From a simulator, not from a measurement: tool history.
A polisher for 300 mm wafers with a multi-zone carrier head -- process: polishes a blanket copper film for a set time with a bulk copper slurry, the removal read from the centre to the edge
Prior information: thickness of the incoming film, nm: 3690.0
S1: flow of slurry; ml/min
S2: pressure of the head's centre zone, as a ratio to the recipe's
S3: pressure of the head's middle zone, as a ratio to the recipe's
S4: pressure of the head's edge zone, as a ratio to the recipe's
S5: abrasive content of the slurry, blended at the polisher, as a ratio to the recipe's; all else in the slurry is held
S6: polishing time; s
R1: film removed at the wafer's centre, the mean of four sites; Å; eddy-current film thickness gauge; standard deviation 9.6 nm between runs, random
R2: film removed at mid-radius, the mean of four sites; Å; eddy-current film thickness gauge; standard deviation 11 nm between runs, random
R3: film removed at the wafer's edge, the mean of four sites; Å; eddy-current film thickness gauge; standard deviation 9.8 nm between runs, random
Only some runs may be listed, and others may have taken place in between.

run  hour   S1    S2    S3    S4    S5  S6      R1      R2      R3
  1   0.0  145  1.00  1.00  1.00  1.00  74  8948.5  9094.3  9194.4
  2   7.2  150  0.99  0.98  1.02  1.05  74  9036.0  9115.6  9458.1
  3  12.7  150  1.06  0.98  1.02  1.05  74  9592.4  9190.8  9347.5
  4  20.7  170  1.06  0.98  1.02  1.05  74  9888.3  9397.2  9511.5
  5  24.9  170  1.02  0.98  1.02  1.05  74  9298.2  9394.2  9351.6
  6  28.1  165  1.01  0.97  1.04  1.10  74  9341.2  9173.5  9801.9
  7  30.4  165  1.01  0.97  1.06  1.10  74  9479.0  9341.8  9823.6

What does the tool deliver on the next run?
  8  36.1  165  1.00  0.96  1.08  1.15  74   ?   ?   ?

{"run 8": {"R1": 9602.1, "R2": 9337.8, "R3": 10122.0}}
